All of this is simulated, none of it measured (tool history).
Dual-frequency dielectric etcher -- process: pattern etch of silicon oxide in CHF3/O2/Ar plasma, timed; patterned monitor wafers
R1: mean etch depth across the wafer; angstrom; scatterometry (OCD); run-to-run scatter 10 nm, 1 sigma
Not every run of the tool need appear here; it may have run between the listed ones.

{"run": 1, "hour": 0.0, "source power (W)": 740, "bias power (W)": 185, "etch time (s)": 650.5, "R1": 14936}
{"run": 2, "hour": 5.1, "source power (W)": 740, "bias power (W)": 165, "etch time (s)": 650.5, "R1": 14799}
{"run": 3, "hour": 10.5, "source power (W)": 810, "bias power (W)": 171, "etch time (s)": 653, "R1": 15365}
{"run": 4, "hour": 12.4, "source power (W)": 860, "bias power (W)": 171, "etch time (s)": 653, "R1": 15815}
{"run": 5, "hour": 20.1, "source power (W)": 860, "bias power (W)": 184, "etch time (s)": 653, "R1": 16257}
{"run": 6, "hour": 23.2, "source power (W)": 860, "bias power (W)": 163, "etch time (s)": 653, "R1": 15718}

Predict the results of run 7:
{"run": 7, "hour": 28.3, "source power (W)": 900, "bias power (W)": 166, "etch time (s)": 653.5, "R1": "?"}

Run 7 gave R1 16022 angstrom.

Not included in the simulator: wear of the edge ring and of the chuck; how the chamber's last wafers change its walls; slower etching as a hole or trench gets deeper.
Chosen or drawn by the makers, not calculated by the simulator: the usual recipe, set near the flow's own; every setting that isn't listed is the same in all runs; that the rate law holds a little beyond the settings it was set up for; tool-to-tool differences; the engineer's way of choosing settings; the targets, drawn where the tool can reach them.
